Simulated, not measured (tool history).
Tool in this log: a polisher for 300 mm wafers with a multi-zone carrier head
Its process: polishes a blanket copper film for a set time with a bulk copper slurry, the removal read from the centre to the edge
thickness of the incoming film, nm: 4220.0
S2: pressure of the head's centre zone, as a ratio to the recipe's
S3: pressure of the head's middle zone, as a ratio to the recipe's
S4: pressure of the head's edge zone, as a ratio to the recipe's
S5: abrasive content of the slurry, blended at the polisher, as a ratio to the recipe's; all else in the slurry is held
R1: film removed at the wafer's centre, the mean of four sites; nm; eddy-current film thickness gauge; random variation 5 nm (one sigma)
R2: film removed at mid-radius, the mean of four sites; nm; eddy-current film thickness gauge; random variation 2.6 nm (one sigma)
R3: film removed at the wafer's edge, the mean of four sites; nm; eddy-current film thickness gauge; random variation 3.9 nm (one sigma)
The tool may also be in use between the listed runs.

Run 1, hour 0.0: flow of slurry (ml/min) 210, S2 1.00, S3 1.00, S4 1.00, S5 1.00, polishing time (s) 82. Result: R1 658.26 nm, R2 643.20 nm, R3 680.90 nm.
Run 2, hour 4.5: flow of slurry (ml/min) 205, S2 1.01, S3 0.98, S4 0.96, S5 0.85, polishing time (s) 69. Result: R1 493.92 nm, R2 507.91 nm, R3 536.93 nm.
Run 3, hour 5.9: flow of slurry (ml/min) 225, S2 1.07, S3 0.95, S4 0.91, S5 0.80, polishing time (s) 61. Result: R1 483.53 nm, R2 432.91 nm, R3 444.21 nm.
Run 4, hour 11.3: flow of slurry (ml/min) 220, S2 1.07, S3 0.93, S4 0.88, S5 0.70, polishing time (s) 58. Result: R1 432.89 nm, R2 385.63 nm, R3 402.94 nm.
Run 5, hour 16.8: flow of slurry (ml/min) 220, S2 1.07, S3 0.99, S4 0.88, S5 0.70, polishing time (s) 58. Result: R1 423.62 nm, R2 405.41 nm, R3 403.23 nm.
Run 6, hour 21.1: flow of slurry (ml/min) 210, S2 1.08, S3 0.97, S4 0.86, S5 0.65, polishing time (s) 57. Result: R1 420.08 nm, R2 374.15 nm, R3 374.06 nm.
Run 7, hour 26.7: flow of slurry (ml/min) 195, S2 1.06, S3 0.96, S4 0.84, S5 0.65, polishing time (s) 57. Result: R1 398.59 nm, R2 370.27 nm, R3 379.32 nm.
Run 8, hour 30.2: flow of slurry (ml/min) 190, S2 1.07, S3 0.95, S4 0.83, S5 0.60, polishing time (s) 56. Result: R1 379.84 nm, R2 346.02 nm, R3 350.86 nm.
Run 9, hour 36.3: flow of slurry (ml/min) 180, S2 1.07, S3 0.94, S4 0.83, S5 0.60, polishing time (s) 56. Result: R1 376.32 nm, R2 341.67 nm, R3 352.37 nm.

What will run 10 give?
Run 10, hour 39.6: flow of slurry (ml/min) 170, S2 1.08, S3 0.94, S4 0.82, S5 0.60, polishing time (s) 56. Result: R1 ?, R2 ?, R3 ?.

R1: 378.81 nm
R2: 345.07 nm
R3: 355.56 nm
